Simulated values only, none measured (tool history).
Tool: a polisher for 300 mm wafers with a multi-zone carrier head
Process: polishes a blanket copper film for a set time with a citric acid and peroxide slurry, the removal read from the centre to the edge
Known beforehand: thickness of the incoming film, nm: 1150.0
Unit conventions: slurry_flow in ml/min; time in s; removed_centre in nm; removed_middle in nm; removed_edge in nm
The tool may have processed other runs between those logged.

{"run": 1, "hour": 0.0, "slurry_flow": 220, "centre_zone": 1.0, "middle_zone": 1.0, "edge_zone": 1.0, "slurry_solids": 1.0, "time": 80, "removed_centre": 152.78, "removed_middle": 141.81, "removed_edge": 134.02}
{"run": 2, "hour": 6.6, "slurry_flow": 220, "centre_zone": 1.0, "middle_zone": 0.94, "edge_zone": 1.0, "slurry_solids": 1.0, "time": 80, "removed_centre": 151.9, "removed_middle": 136.38, "removed_edge": 136.0}
{"run": 3, "hour": 14.3, "slurry_flow": 220, "centre_zone": 1.0, "middle_zone": 0.94, "edge_zone": 1.0, "slurry_solids": 0.9, "time": 80, "removed_centre": 149.46, "removed_middle": 130.61, "removed_edge": 133.77}
{"run": 4, "hour": 21.3, "slurry_flow": 220, "centre_zone": 0.92, "middle_zone": 0.94, "edge_zone": 1.0, "slurry_solids": 0.9, "time": 80, "removed_centre": 138.08, "removed_middle": 130.29, "removed_edge": 132.7}
{"run": 5, "hour": 24.9, "slurry_flow": 245, "centre_zone": 0.92, "middle_zone": 0.94, "edge_zone": 1.0, "slurry_solids": 0.9, "time": 80, "removed_centre": 138.22, "removed_middle": 132.79, "removed_edge": 130.75}
{"run": 6, "hour": 26.0, "slurry_flow": 195, "centre_zone": 0.92, "middle_zone": 0.94, "edge_zone": 1.0, "slurry_solids": 0.9, "time": 80, "removed_centre": 135.91, "removed_middle": 129.11, "removed_edge": 128.42}
{"run": 7, "hour": 31.4, "slurry_flow": 215, "centre_zone": 0.89, "middle_zone": 0.98, "edge_zone": 1.05, "slurry_solids": 1.05, "time": 82, "removed_centre": 140.29, "removed_middle": 144.45, "removed_edge": 144.19}
{"run": 8, "hour": 39.0, "slurry_flow": 225, "centre_zone": 0.89, "middle_zone": 1.03, "edge_zone": 1.08, "slurry_solids": 1.15, "time": 82, "removed_centre": 144.88, "removed_middle": 154.85, "removed_edge": 149.91}
{"run": 9, "hour": 39.9, "slurry_flow": 235, "centre_zone": 0.88, "middle_zone": 1.07, "edge_zone": 1.11, "slurry_solids": 1.25, "time": 82, "removed_centre": 147.75, "removed_middle": 164.53, "removed_edge": 157.17}

What will run 10 give?
{"run": 10, "hour": 45.0, "slurry_flow": 290, "centre_zone": 0.84, "middle_zone": 1.17, "edge_zone": 1.17, "slurry_solids": 1.5, "time": 83, "removed_centre": "?", "removed_middle": "?", "removed_edge": "?"}

{"run 10": {"removed_centre": 152.44, "removed_middle": 193.29, "removed_edge": 178.08}}

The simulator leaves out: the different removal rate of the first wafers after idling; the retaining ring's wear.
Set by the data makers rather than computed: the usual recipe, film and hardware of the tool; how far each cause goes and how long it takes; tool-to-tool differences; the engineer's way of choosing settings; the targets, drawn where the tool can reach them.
